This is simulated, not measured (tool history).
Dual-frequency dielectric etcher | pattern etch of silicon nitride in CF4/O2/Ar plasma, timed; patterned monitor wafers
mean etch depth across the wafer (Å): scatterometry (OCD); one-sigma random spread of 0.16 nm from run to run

| run | hour | source power (kW) | bias power (kW) | Ar flow (sccm) | CF4 flow (sccm) | etch time (s) | mean etch depth across the wafer (Å) |
|---|---|---|---|---|---|---|---|
| 1 | 0.0 | 0.520 | 0.041 | 138 | 114 | 14 | 244.60 |
| 2 | 1.0 | 0.590 | 0.041 | 138 | 114 | 14 | 276.80 |
| 3 | 6.0 | 0.610 | 0.041 | 138 | 114 | 14 | 288.94 |
| 4 | 7.5 | 0.610 | 0.041 | 138 | 127 | 14 | 293.12 |
| 5 | 15.4 | 0.620 | 0.041 | 138 | 127 | 14 | 299.41 |
| 6 | 18.7 | 0.630 | 0.041 | 138 | 127 | 14 | 305.92 |
| 7 | 27.0 | 0.640 | 0.041 | 138 | 127 | 14 | 308.06 |

Forecast run 8:
| 8 | 35.0 | 0.650 | 0.041 | 138 | 127 | 14 | ? |

mean etch depth across the wafer (Å): 311.76
